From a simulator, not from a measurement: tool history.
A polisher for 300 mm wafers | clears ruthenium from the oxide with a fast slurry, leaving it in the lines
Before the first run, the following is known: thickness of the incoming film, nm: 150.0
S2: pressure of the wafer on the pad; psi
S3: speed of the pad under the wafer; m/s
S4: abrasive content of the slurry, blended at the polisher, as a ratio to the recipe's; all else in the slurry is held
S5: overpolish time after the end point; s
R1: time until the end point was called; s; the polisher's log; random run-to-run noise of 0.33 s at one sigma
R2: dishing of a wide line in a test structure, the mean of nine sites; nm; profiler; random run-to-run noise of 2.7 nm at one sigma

{"run": 1, "day": 0.0, "flow of slurry (ml/min)": 315, "S2": 2.7, "S3": 1.04, "S4": 1, "S5": 26, "R1": 39.04, "R2": 64.877}
{"run": 2, "day": 0.029, "flow of slurry (ml/min)": 315, "S2": 3.1, "S3": 1.06, "S4": 1, "S5": 27, "R1": 34.293, "R2": 71.036}
{"run": 3, "day": 0.262, "flow of slurry (ml/min)": 315, "S2": 3.1, "S3": 1.06, "S4": 1.15, "S5": 27, "R1": 32.089, "R2": 76.832}
{"run": 4, "day": 0.438, "flow of slurry (ml/min)": 315, "S2": 3.3, "S3": 1.08, "S4": 1.15, "S5": 28, "R1": 29.124, "R2": 83.705}
{"run": 5, "day": 0.529, "flow of slurry (ml/min)": 315, "S2": 3.5, "S3": 1.08, "S4": 1.15, "S5": 29, "R1": 27.97, "R2": 91.002}
{"run": 6, "day": 0.65, "flow of slurry (ml/min)": 315, "S2": 4, "S3": 1.08, "S4": 1.15, "S5": 29, "R1": 24.67, "R2": 89.516}

What does the tool deliver on the next run?
{"run": 7, "day": 0.679, "flow of slurry (ml/min)": 315, "S2": 4, "S3": 1.1, "S4": 1.15, "S5": 30, "R1": "?", "R2": "?"}

R1: 24.4 s
R2: 98.348 nm

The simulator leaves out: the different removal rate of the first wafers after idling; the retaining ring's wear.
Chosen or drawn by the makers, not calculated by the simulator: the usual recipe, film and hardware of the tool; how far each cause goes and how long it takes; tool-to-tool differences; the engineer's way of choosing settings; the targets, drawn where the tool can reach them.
